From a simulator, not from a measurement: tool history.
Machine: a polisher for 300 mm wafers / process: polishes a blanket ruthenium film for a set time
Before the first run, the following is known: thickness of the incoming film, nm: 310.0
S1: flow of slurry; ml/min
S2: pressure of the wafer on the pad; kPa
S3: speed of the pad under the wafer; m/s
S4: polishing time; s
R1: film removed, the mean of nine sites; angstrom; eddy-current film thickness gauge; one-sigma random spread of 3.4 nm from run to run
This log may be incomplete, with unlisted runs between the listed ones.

{"run": 1, "hour": 0.0, "S1": 260, "S2": 14.5, "S3": 0.9, "S4": 98, "R1": 1190.6}
{"run": 2, "hour": 8.4, "S1": 260, "S2": 15.2, "S3": 0.92, "S4": 98, "R1": 1263.1}
{"run": 3, "hour": 16.1, "S1": 260, "S2": 15.2, "S3": 1.02, "S4": 98, "R1": 1443.6}
{"run": 4, "hour": 17.7, "S1": 260, "S2": 13.8, "S3": 1.02, "S4": 98, "R1": 1296.7}
{"run": 5, "hour": 26.3, "S1": 260, "S2": 13.8, "S3": 0.86, "S4": 98, "R1": 1104.3}
{"run": 6, "hour": 35.2, "S1": 260, "S2": 11, "S3": 0.86, "S4": 98, "R1": 895.21}
{"run": 7, "hour": 39.3, "S1": 260, "S2": 12.4, "S3": 0.88, "S4": 98, "R1": 1000.5}
{"run": 8, "hour": 41.9, "S1": 260, "S2": 13.1, "S3": 0.9, "S4": 98, "R1": 1080}
{"run": 9, "hour": 44.7, "S1": 260, "S2": 13.1, "S3": 0.9, "S4": 98, "R1": 1106.7}
{"run": 10, "hour": 45.8, "S1": 260, "S2": 13.8, "S3": 0.92, "S4": 98, "R1": 1139.1}
{"run": 11, "hour": 53.7, "S1": 260, "S2": 14.5, "S3": 0.94, "S4": 98, "R1": 1245.5}
{"run": 12, "hour": 62.3, "S1": 260, "S2": 18.6, "S3": 1.02, "S4": 98, "R1": 1793.2}

Run 13, settings as shown, results not yet in. Your forecast:
{"run": 13, "hour": 63.2, "S1": 260, "S2": 19.3, "S3": 1.02, "S4": 98, "R1": "?"}

{"run 13": {"R1": 1854.3}}
